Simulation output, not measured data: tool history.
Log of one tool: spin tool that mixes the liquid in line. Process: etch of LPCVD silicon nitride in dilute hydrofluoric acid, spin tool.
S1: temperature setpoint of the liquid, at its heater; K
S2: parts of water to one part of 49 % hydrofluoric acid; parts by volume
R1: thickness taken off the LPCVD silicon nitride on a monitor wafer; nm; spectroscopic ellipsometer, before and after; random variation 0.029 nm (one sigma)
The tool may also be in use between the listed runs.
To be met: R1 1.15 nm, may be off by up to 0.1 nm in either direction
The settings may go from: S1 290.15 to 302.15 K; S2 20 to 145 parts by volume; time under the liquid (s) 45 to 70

run 1 hour=0 | S1=294.15 S2=80 time_under_the_liquid_(s)=70 | R1=0.32903
run 2 hour=3 | S1=294.15 S2=60 time_under_the_liquid_(s)=70 | R1=0.42718
run 3 hour=12 | S1=291.65 S2=60 time_under_the_liquid_(s)=70 | R1=0.36378
run 4 hour=20.7 | S1=291.65 S2=80 time_under_the_liquid_(s)=70 | R1=0.26239
run 5 hour=22.9 | S1=291.65 S2=60 time_under_the_liquid_(s)=70 | R1=0.36358
run 6 hour=27.1 | S1=294.15 S2=50 time_under_the_liquid_(s)=70 | R1=0.52894
run 7 hour=34.1 | S1=296.15 S2=45 time_under_the_liquid_(s)=70 | R1=0.65456
run 8 hour=42.3 | S1=297.65 S2=40 time_under_the_liquid_(s)=70 | R1=0.81789
run 9 hour=50 | S1=298.65 S2=40 time_under_the_liquid_(s)=70 | R1=0.88909
run 10 hour=58.5 | S1=302.15 S2=35 time_under_the_liquid_(s)=70 | R1=1.273

Pick the move, out of 5, that brings all results within their allowed miss; only one does.
run A hour=67 | S1=301.65 S2=30 time_under_the_liquid_(s)=65 | R1=?
run B hour=67 | S1=298.15 S2=35 time_under_the_liquid_(s)=70 | R1=?
run C hour=67 | S1=302.15 S2=20 time_under_the_liquid_(s)=45 | R1=?
run D hour=67 | S1=302.15 S2=45 time_under_the_liquid_(s)=70 | R1=?
run E hour=67 | S1=301.15 S2=35 time_under_the_liquid_(s)=70 | R1=?

move=A R1=1.2826
move=B R1=0.93876
move=C R1=1.3564
move=D R1=0.96134
move=E R1=1.15
A: its largest miss is bigger than the last run's
B: moves the result that the last run missed by most past its target, out the other side
C: its largest miss is bigger than the last run's
D: moves the result that the last run missed by most past its target, out the other side
E: meets every target
The right move is E.
